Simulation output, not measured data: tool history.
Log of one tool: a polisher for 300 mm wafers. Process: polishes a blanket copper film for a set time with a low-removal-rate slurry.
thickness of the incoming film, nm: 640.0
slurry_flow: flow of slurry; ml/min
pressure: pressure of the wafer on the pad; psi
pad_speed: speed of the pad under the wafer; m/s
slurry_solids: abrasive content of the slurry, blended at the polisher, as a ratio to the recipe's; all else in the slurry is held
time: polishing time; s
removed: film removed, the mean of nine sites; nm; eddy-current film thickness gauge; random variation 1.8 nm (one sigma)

| run | day | slurry_flow | pressure | pad_speed | slurry_solids | time | removed |
|---|---|---|---|---|---|---|---|
| 1 | 0.000 | 310 | 1.8 | 1.04 | 1.00 | 121 | 268.71 |
| 2 | 0.117 | 310 | 1.8 | 1.04 | 0.95 | 121 | 256.13 |
| 3 | 0.171 | 310 | 1.6 | 1.02 | 0.95 | 121 | 234.18 |
| 4 | 0.300 | 310 | 1.4 | 0.98 | 0.95 | 121 | 205.30 |
| 5 | 0.621 | 310 | 1.3 | 0.94 | 0.95 | 121 | 182.18 |
| 6 | 0.704 | 235 | 1.3 | 0.94 | 0.95 | 121 | 183.53 |
| 7 | 0.833 | 235 | 1.2 | 0.92 | 0.95 | 121 | 168.58 |
| 8 | 1.033 | 235 | 1.1 | 0.92 | 0.95 | 121 | 159.74 |

The next listed run, before its measurement:
| 9 | 1.088 | 235 | 1.0 | 0.92 | 0.95 | 121 | ? |

Run 9 gave removed 147.41 nm.

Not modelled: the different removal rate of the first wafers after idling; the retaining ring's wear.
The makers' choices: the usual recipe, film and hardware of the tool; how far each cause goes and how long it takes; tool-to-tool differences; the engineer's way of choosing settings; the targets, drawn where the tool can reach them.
